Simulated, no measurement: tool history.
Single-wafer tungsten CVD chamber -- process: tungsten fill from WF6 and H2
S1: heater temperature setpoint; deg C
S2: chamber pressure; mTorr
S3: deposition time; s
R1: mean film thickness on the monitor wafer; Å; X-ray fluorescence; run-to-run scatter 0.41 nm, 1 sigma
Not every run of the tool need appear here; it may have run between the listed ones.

run 1 day=0 | S1=395 S2=32000 S3=40.7 | R1=1091.8
run 2 day=0.146 | S1=387 S2=32000 S3=40.7 | R1=949.86
run 3 day=0.4 | S1=384 S2=31900 S3=40.7 | R1=893.14
run 4 day=0.646 | S1=384 S2=31900 S3=42 | R1=928.38
run 5 day=1.017 | S1=382 S2=31800 S3=42 | R1=896.43
run 6 day=1.125 | S1=382 S2=26600 S3=42 | R1=812.9

What does the tool deliver on the next run?
run 7 day=1.212 | S1=382 S2=26600 S3=42 | R1=?

R1: 813.39 Å

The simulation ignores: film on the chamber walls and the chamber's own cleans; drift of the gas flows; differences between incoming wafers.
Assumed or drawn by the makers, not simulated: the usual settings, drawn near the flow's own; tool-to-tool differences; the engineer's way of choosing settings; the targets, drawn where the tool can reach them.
